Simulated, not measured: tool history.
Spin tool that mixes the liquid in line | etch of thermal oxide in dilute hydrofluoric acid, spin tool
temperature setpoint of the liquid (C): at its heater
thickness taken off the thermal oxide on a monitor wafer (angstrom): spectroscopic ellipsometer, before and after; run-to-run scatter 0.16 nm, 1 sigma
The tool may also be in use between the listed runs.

| run | hour | temperature setpoint of the liquid (C) | parts of water to one part of 49 % hydrofluoric acid (parts by volume) | time under the liquid (s) | thickness taken off the thermal oxide on a monitor wafer (angstrom) |
|---|---|---|---|---|---|
| 1 | 0.0 | 21.0 | 65 | 325 | 265.36 |
| 2 | 0.9 | 20.0 | 70 | 325 | 239.32 |
| 3 | 5.8 | 20.0 | 70 | 345 | 250.17 |
| 4 | 12.5 | 20.0 | 90 | 345 | 193.86 |
| 5 | 14.5 | 19.5 | 90 | 345 | 188.41 |
| 6 | 20.8 | 19.5 | 90 | 345 | 186.42 |

For run 7, what comes out?
| 7 | 25.0 | 19.0 | 90 | 345 | ? |

{"run 7": {"thickness taken off the thermal oxide on a monitor wafer (angstrom)": 180.72}}
